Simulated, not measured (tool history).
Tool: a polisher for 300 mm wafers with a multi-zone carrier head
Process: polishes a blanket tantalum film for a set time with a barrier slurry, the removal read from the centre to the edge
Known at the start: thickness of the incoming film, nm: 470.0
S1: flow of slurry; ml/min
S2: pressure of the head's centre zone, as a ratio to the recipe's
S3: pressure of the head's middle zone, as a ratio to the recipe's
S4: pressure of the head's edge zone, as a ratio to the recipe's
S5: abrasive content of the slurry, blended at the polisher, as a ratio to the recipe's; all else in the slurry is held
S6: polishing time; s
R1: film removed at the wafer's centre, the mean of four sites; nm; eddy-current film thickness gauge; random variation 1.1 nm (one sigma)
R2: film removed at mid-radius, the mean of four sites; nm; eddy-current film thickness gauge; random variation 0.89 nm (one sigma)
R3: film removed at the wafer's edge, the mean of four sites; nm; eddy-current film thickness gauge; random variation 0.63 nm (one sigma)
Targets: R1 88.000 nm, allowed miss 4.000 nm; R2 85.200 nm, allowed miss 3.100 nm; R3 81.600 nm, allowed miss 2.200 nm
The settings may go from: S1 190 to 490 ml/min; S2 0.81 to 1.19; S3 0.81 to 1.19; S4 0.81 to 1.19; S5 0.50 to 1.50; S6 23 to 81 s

{"run": 1, "hour": 0.0, "S1": 315, "S2": 1.0, "S3": 1.0, "S4": 1.0, "S5": 1.0, "S6": 52, "R1": 57.848, "R2": 57.679, "R3": 56.708}
{"run": 2, "hour": 3.2, "S1": 315, "S2": 1.0, "S3": 1.0, "S4": 1.07, "S5": 1.0, "S6": 52, "R1": 56.688, "R2": 57.029, "R3": 58.161}
{"run": 3, "hour": 9.0, "S1": 315, "S2": 1.0, "S3": 1.0, "S4": 1.14, "S5": 1.0, "S6": 52, "R1": 58.288, "R2": 57.026, "R3": 61.77}
{"run": 4, "hour": 17.1, "S1": 285, "S2": 1.0, "S3": 1.0, "S4": 1.14, "S5": 1.0, "S6": 52, "R1": 56.783, "R2": 56.389, "R3": 60.927}
{"run": 5, "hour": 22.0, "S1": 285, "S2": 1.0, "S3": 1.0, "S4": 1.14, "S5": 1.0, "S6": 41, "R1": 44.768, "R2": 44.202, "R3": 47.715}
{"run": 6, "hour": 29.2, "S1": 300, "S2": 1.02, "S3": 1.03, "S4": 1.15, "S5": 1.1, "S6": 44, "R1": 50.456, "R2": 50.123, "R3": 52.831}
{"run": 7, "hour": 35.6, "S1": 315, "S2": 1.04, "S3": 1.05, "S4": 1.16, "S5": 1.2, "S6": 47, "R1": 55.822, "R2": 56.218, "R3": 58.764}
{"run": 8, "hour": 44.0, "S1": 330, "S2": 1.07, "S3": 1.07, "S4": 1.16, "S5": 1.25, "S6": 49, "R1": 61.254, "R2": 60.558, "R3": 61.638}
{"run": 9, "hour": 49.0, "S1": 340, "S2": 1.09, "S3": 1.08, "S4": 1.16, "S5": 1.3, "S6": 51, "R1": 65.163, "R2": 62.925, "R3": 64.044}
{"run": 10, "hour": 57.4, "S1": 345, "S2": 1.1, "S3": 1.1, "S4": 1.16, "S5": 1.35, "S6": 53, "R1": 69.199, "R2": 67.981, "R3": 67.462}
{"run": 11, "hour": 60.1, "S1": 350, "S2": 1.11, "S3": 1.11, "S4": 1.16, "S5": 1.4, "S6": 54, "R1": 72.37, "R2": 70.275, "R3": 70.549}
{"run": 12, "hour": 63.0, "S1": 355, "S2": 1.12, "S3": 1.12, "S4": 1.16, "S5": 1.4, "S6": 55, "R1": 73.951, "R2": 73.952, "R3": 70.962}

Which of these 5 next moves meets every target?
{"run": "A", "hour": 65.9, "S1": 445, "S2": 1.07, "S3": 1.06, "S4": 1.01, "S5": 1.5, "S6": 66, "R1": "?", "R2": "?", "R3": "?"}
{"run": "B", "hour": 65.9, "S1": 330, "S2": 1.08, "S3": 1.17, "S4": 1.19, "S5": 1.5, "S6": 67, "R1": "?", "R2": "?", "R3": "?"}
{"run": "C", "hour": 65.9, "S1": 350, "S2": 1.19, "S3": 0.91, "S4": 1.11, "S5": 1.2, "S6": 71, "R1": "?", "R2": "?", "R3": "?"}
{"run": "D", "hour": 65.9, "S1": 280, "S2": 1.1, "S3": 1.1, "S4": 1.15, "S5": 1.45, "S6": 67, "R1": "?", "R2": "?", "R3": "?"}
{"run": "E", "hour": 65.9, "S1": 365, "S2": 1.15, "S3": 1.01, "S4": 1.16, "S5": 1.45, "S6": 62, "R1": "?", "R2": "?", "R3": "?"}

move=A R1=88.369 R2=86.102 R3=82.899
move=B R1=88.237 R2=92.549 R3=89.602
move=C R1=98.657 R2=76.498 R3=87.942
move=D R1=87.534 R2=85.818 R3=86.347
move=E R1=87.160 R2=76.008 R3=81.994
A: meets every target
B: takes the result that was furthest off past its target
C: takes the result that was furthest off past its target
D: takes the result that was furthest off past its target
E: brings the result that was furthest off to its target, and leaves another outside
Answer: A
